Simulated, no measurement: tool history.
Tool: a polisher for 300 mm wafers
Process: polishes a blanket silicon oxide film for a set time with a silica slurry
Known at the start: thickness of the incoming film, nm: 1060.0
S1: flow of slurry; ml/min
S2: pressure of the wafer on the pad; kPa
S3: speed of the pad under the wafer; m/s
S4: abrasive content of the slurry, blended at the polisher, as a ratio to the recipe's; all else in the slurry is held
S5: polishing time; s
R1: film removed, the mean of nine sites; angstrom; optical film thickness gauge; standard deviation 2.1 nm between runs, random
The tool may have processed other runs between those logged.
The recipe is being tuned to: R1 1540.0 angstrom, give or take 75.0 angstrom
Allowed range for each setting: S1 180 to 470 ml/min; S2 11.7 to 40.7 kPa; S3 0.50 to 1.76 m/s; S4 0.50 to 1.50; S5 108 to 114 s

run 1 day=0.000 | S1=300 S2=26.2 S3=1.12 S4=1.00 S5=108 | R1=3108.4
run 2 day=0.088 | S1=300 S2=26.2 S3=0.92 S4=1.00 S5=108 | R1=2748.7
run 3 day=0.462 | S1=335 S2=26.2 S3=0.92 S4=1.00 S5=108 | R1=2743.0
run 4 day=0.829 | S1=335 S2=26.2 S3=0.92 S4=0.90 S5=108 | R1=2674.1
run 5 day=1.075 | S1=335 S2=26.2 S3=0.92 S4=0.75 S5=108 | R1=2466.9
run 6 day=1.325 | S1=335 S2=23.4 S3=0.90 S4=0.75 S5=108 | R1=2210.9
run 7 day=1.692 | S1=335 S2=21.4 S3=0.88 S4=0.75 S5=108 | R1=1975.0
run 8 day=2.025 | S1=335 S2=21.4 S3=0.88 S4=0.75 S5=108 | R1=2001.1
run 9 day=2.158 | S1=335 S2=14.5 S3=0.84 S4=0.75 S5=108 | R1=1367.5
run 10 day=2.479 | S1=335 S2=15.2 S3=0.84 S4=0.75 S5=108 | R1=1424.4

Exercise: of the 4 proposed moves below, exactly one satisfies all targets within the stated allowed misses. Which move is it?
run A day=2.800 | S1=280 S2=18.6 S3=0.84 S4=0.80 S5=114 | R1=?
run B day=2.800 | S1=325 S2=16.5 S3=0.78 S4=0.65 S5=108 | R1=?
run C day=2.800 | S1=385 S2=16.5 S3=0.82 S4=0.70 S5=111 | R1=?
run D day=2.800 | S1=360 S2=15.2 S3=0.70 S4=0.85 S5=114 | R1=?

move=A R1=1826.0
move=B R1=1364.3
move=C R1=1525.4
move=D R1=1405.3
A: moves the result that the last run missed by most past its target, out the other side
B: lands further from the targets than the last run did
C: every result lands within tolerance
D: lands further from the targets than the last run did
C is the move that brings every result within its allowed miss.
